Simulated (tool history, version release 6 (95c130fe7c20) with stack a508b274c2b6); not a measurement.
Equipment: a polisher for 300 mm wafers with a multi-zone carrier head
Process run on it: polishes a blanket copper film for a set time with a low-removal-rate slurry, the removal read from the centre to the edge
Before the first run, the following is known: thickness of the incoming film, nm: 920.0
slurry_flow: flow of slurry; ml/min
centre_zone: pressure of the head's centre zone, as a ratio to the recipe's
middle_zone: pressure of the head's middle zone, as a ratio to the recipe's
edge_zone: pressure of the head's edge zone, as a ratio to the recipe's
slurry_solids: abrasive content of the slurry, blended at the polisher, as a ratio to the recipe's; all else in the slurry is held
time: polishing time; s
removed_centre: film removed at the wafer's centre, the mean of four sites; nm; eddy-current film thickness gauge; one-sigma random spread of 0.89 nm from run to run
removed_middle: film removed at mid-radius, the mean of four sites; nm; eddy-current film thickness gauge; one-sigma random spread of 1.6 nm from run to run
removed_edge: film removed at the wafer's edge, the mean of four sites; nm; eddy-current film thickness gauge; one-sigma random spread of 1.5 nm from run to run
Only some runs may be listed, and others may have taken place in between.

Run 1, hour 0: slurry_flow 125 ml/min, centre_zone 1, middle_zone 1, edge_zone 1, slurry_solids 1, time 46 s. Result: removed_centre 165.38 nm, removed_middle 163.74 nm, removed_edge 166.01 nm.
Run 2, hour 5.6: slurry_flow 125 ml/min, centre_zone 1.03, middle_zone 1, edge_zone 1, slurry_solids 1, time 46 s. Result: removed_centre 169.19 nm, removed_middle 164.57 nm, removed_edge 164.47 nm.
Run 3, hour 7.7: slurry_flow 125 ml/min, centre_zone 1.03, middle_zone 1, edge_zone 1, slurry_solids 1.1, time 46 s. Result: removed_centre 172.33 nm, removed_middle 170.94 nm, removed_edge 168.31 nm.
Run 4, hour 9.4: slurry_flow 125 ml/min, centre_zone 1.12, middle_zone 1, edge_zone 1, slurry_solids 1.1, time 46 s. Result: removed_centre 186.74 nm, removed_middle 172.18 nm, removed_edge 170.7 nm.
Run 5, hour 11: slurry_flow 120 ml/min, centre_zone 1.09, middle_zone 1, edge_zone 0.99, slurry_solids 1.05, time 46 s. Result: removed_centre 179.62 nm, removed_middle 163.88 nm, removed_edge 162.56 nm.
Run 6, hour 13.6: slurry_flow 120 ml/min, centre_zone 1.09, middle_zone 1, edge_zone 0.99, slurry_solids 1.05, time 53 s. Result: removed_centre 203.37 nm, removed_middle 192.71 nm, removed_edge 188.56 nm.
Run 7, hour 17.7: slurry_flow 115 ml/min, centre_zone 1.06, middle_zone 1.01, edge_zone 0.98, slurry_solids 1, time 52 s. Result: removed_centre 191.71 nm, removed_middle 183.05 nm, removed_edge 181.5 nm.
Run 8, hour 20.9: slurry_flow 115 ml/min, centre_zone 1.04, middle_zone 1.02, edge_zone 0.97, slurry_solids 0.95, time 51 s. Result: removed_centre 182.87 nm, removed_middle 182.52 nm, removed_edge 175.48 nm.
Run 9, hour 26.5: slurry_flow 110 ml/min, centre_zone 1.02, middle_zone 1.02, edge_zone 0.96, slurry_solids 0.9, time 50 s. Result: removed_centre 172.66 nm, removed_middle 174.36 nm, removed_edge 166.56 nm.
Run 10, hour 29: slurry_flow 105 ml/min, centre_zone 1, middle_zone 1.01, edge_zone 0.95, slurry_solids 0.85, time 50 s. Result: removed_centre 165.83 nm, removed_middle 170.07 nm, removed_edge 165.68 nm.
Run 11, hour 29.6: slurry_flow 105 ml/min, centre_zone 0.99, middle_zone 1.01, edge_zone 0.94, slurry_solids 0.8, time 49 s. Result: removed_centre 160.4 nm, removed_middle 163.24 nm, removed_edge 156.56 nm.
Run 12, hour 33.5: slurry_flow 105 ml/min, centre_zone 0.98, middle_zone 1.01, edge_zone 0.93, slurry_solids 0.75, time 49 s. Result: removed_centre 156.66 nm, removed_middle 165.84 nm, removed_edge 154.87 nm.
Run 13, hour 41.4: slurry_flow 105 ml/min, centre_zone 0.97, middle_zone 1, edge_zone 0.92, slurry_solids 0.7, time 49 s. Result: removed_centre 152.33 nm, removed_middle 160.7 nm, removed_edge 151.2 nm.

Estimate the outcome of run 14 from the log above:
Run 14, hour 48.5: slurry_flow 105 ml/min, centre_zone 0.97, middle_zone 1, edge_zone 0.92, slurry_solids 0.7, time 49 s. Result: removed_centre ?, removed_middle ?, removed_edge ?.

Logged for run 14: removed_centre 155.05 nm, removed_middle 162 nm, removed_edge 154.04 nm.
